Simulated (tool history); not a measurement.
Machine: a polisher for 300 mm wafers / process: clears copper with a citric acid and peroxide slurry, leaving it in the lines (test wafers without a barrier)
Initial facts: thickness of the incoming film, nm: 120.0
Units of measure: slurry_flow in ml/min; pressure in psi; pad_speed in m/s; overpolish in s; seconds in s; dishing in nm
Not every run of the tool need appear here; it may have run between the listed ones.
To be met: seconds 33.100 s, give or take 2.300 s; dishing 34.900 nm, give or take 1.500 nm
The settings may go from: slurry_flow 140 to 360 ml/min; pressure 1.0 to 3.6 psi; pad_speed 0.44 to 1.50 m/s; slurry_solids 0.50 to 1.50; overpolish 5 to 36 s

Run 1, hour 0.0: slurry_flow 230 ml/min, pressure 2.3 psi, pad_speed 0.96 m/s, slurry_solids 1.00, overpolish 18 s. Result: seconds 65.284 s, dishing 20.903 nm.
Run 2, hour 6.4: slurry_flow 230 ml/min, pressure 2.3 psi, pad_speed 0.96 m/s, slurry_solids 1.20, overpolish 18 s. Result: seconds 64.375 s, dishing 20.829 nm.
Run 3, hour 14.2: slurry_flow 260 ml/min, pressure 2.3 psi, pad_speed 0.96 m/s, slurry_solids 1.20, overpolish 18 s. Result: seconds 66.234 s, dishing 21.073 nm.
Run 4, hour 15.5: slurry_flow 250 ml/min, pressure 2.7 psi, pad_speed 1.00 m/s, slurry_solids 1.20, overpolish 17 s. Result: seconds 53.708 s, dishing 24.022 nm.
Run 5, hour 19.9: slurry_flow 250 ml/min, pressure 2.7 psi, pad_speed 1.00 m/s, slurry_solids 1.05, overpolish 17 s. Result: seconds 54.561 s, dishing 23.141 nm.
Run 6, hour 26.0: slurry_flow 250 ml/min, pressure 3.0 psi, pad_speed 1.00 m/s, slurry_solids 1.05, overpolish 17 s. Result: seconds 48.511 s, dishing 25.562 nm.
Run 7, hour 33.5: slurry_flow 250 ml/min, pressure 3.2 psi, pad_speed 1.06 m/s, slurry_solids 1.05, overpolish 17 s. Result: seconds 43.480 s, dishing 28.915 nm.
Run 8, hour 37.3: slurry_flow 250 ml/min, pressure 3.3 psi, pad_speed 1.12 m/s, slurry_solids 1.05, overpolish 16 s. Result: seconds 38.438 s, dishing 29.708 nm.
Run 9, hour 38.4: slurry_flow 250 ml/min, pressure 3.4 psi, pad_speed 1.14 m/s, slurry_solids 1.05, overpolish 16 s. Result: seconds 38.540 s, dishing 30.276 nm.
Run 10, hour 40.3: slurry_flow 250 ml/min, pressure 3.5 psi, pad_speed 1.18 m/s, slurry_solids 1.05, overpolish 16 s. Result: seconds 36.879 s, dishing 32.566 nm.
Run 11, hour 46.4: slurry_flow 255 ml/min, pressure 3.5 psi, pad_speed 1.22 m/s, slurry_solids 1.05, overpolish 16 s. Result: seconds 34.498 s, dishing 32.706 nm.

5 next moves are on the table. One of them brings every result within its allowed miss. Which?
Run A, hour 52.5: slurry_flow 235 ml/min, pressure 3.1 psi, pad_speed 1.26 m/s, slurry_solids 0.85, overpolish 19 s. Result: seconds ?, dishing ?.
Run B, hour 52.5: slurry_flow 355 ml/min, pressure 2.4 psi, pad_speed 1.46 m/s, slurry_solids 1.10, overpolish 18 s. Result: seconds ?, dishing ?.
Run C, hour 52.5: slurry_flow 140 ml/min, pressure 3.5 psi, pad_speed 1.40 m/s, slurry_solids 1.00, overpolish 16 s. Result: seconds ?, dishing ?.
Run D, hour 52.5: slurry_flow 300 ml/min, pressure 3.3 psi, pad_speed 1.36 m/s, slurry_solids 0.75, overpolish 15 s. Result: seconds ?, dishing ?.
Run E, hour 52.5: slurry_flow 255 ml/min, pressure 3.5 psi, pad_speed 1.28 m/s, slurry_solids 1.05, overpolish 18 s. Result: seconds ?, dishing ?.

move  seconds  dishing
   A   38.955   33.626
   B   39.859   30.949
   C   32.247   34.380
   D   33.963   31.044
   E   32.769   37.420
A: brings the last run's worst result on target, with another outside its allowed miss
B: moves away from the targets compared with the last run
C: meets every target
D: moves away from the targets compared with the last run
E: takes the biggest miss from the last run beyond its target
The move that meets every target is C.
